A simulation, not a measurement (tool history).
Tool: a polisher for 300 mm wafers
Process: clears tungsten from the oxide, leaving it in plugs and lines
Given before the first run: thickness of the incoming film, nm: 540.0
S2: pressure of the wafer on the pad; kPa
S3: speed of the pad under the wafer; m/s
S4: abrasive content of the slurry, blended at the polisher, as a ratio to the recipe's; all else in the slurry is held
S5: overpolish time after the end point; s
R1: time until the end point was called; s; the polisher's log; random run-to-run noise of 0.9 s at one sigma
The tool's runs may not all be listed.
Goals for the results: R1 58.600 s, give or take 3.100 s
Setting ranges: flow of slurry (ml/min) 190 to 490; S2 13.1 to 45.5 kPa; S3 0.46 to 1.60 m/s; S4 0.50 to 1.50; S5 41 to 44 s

run 1 hour=0.0 | flow_of_slurry_(ml/min)=315 S2=29.0 S3=1.02 S4=1.00 S5=41 | R1=91.636
run 2 hour=1.3 | flow_of_slurry_(ml/min)=315 S2=31.7 S3=1.02 S4=1.00 S5=41 | R1=84.958
run 3 hour=7.0 | flow_of_slurry_(ml/min)=355 S2=31.7 S3=1.02 S4=1.00 S5=41 | R1=82.233
run 4 hour=15.2 | flow_of_slurry_(ml/min)=355 S2=31.7 S3=1.02 S4=1.00 S5=44 | R1=83.432
run 5 hour=20.2 | flow_of_slurry_(ml/min)=355 S2=33.8 S3=1.02 S4=1.00 S5=44 | R1=79.668
run 6 hour=29.1 | flow_of_slurry_(ml/min)=355 S2=33.8 S3=1.02 S4=0.80 S5=44 | R1=83.170
run 7 hour=31.8 | flow_of_slurry_(ml/min)=355 S2=35.9 S3=1.02 S4=0.80 S5=44 | R1=77.834
run 8 hour=37.0 | flow_of_slurry_(ml/min)=355 S2=35.9 S3=1.02 S4=0.80 S5=44 | R1=76.533
run 9 hour=45.4 | flow_of_slurry_(ml/min)=355 S2=44.1 S3=1.04 S4=0.80 S5=44 | R1=63.345
run 10 hour=46.7 | flow_of_slurry_(ml/min)=355 S2=44.1 S3=1.06 S4=0.80 S5=44 | R1=62.444

4 next moves are on the table. One of them brings every result within its allowed miss. Which?
run A hour=48.0 | flow_of_slurry_(ml/min)=285 S2=42.1 S3=1.12 S4=0.85 S5=41 | R1=?
run B hour=48.0 | flow_of_slurry_(ml/min)=365 S2=44.8 S3=1.04 S4=0.65 S5=44 | R1=?
run C hour=48.0 | flow_of_slurry_(ml/min)=435 S2=44.8 S3=1.14 S4=0.75 S5=41 | R1=?
run D hour=48.0 | flow_of_slurry_(ml/min)=355 S2=43.4 S3=0.98 S4=0.85 S5=41 | R1=?

move=A R1=65.304
move=B R1=67.415
move=C R1=60.451
move=D R1=67.722
A: moves away from the targets compared with the last run
B: moves away from the targets compared with the last run
C: every result within its allowed miss
D: moves away from the targets compared with the last run
C is the move that brings every result within its allowed miss.
